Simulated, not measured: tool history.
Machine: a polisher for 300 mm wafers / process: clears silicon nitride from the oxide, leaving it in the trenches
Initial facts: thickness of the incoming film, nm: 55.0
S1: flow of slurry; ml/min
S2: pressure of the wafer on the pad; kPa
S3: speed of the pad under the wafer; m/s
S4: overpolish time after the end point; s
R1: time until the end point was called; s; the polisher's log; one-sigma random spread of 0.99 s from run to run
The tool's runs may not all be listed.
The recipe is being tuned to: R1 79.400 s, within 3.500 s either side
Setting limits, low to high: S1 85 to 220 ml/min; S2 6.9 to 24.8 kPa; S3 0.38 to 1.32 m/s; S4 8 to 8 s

run,hour,S1,S2,S3,S4,R1
1,0.0,140,15.9,0.84,8,111.920
2,1.7,140,15.9,0.84,8,114.920
3,10.1,140,15.9,0.68,8,137.530
4,18.3,110,15.9,0.68,8,141.580
5,22.2,110,15.9,0.68,8,143.940
6,28.5,110,15.9,0.80,8,126.750
7,36.4,125,17.9,0.80,8,108.790
8,42.7,135,19.3,0.80,8,97.852
9,43.3,145,20.0,0.80,8,94.116
10,50.3,150,20.7,0.80,8,90.856
# hour 54.4: worn pad replaced by a new one
11,54.4,150,21.4,0.80,8,83.554

Pick the move, out of 5, that brings all results within their allowed miss; only one does.
A,58.5,125,19.3,0.86,8,?
B,58.5,165,21.4,0.76,8,?
C,58.5,175,20.7,0.72,8,?
D,58.5,150,22.1,0.82,8,?
E,58.5,145,21.4,0.76,8,?

move,R1
A,90.462
B,86.459
C,92.536
D,79.882
E,88.359
A: further off than the last run
B: further off than the last run
C: further off than the last run
D: every result within its allowed miss
E: further off than the last run
Correct choice: D, which meets every target
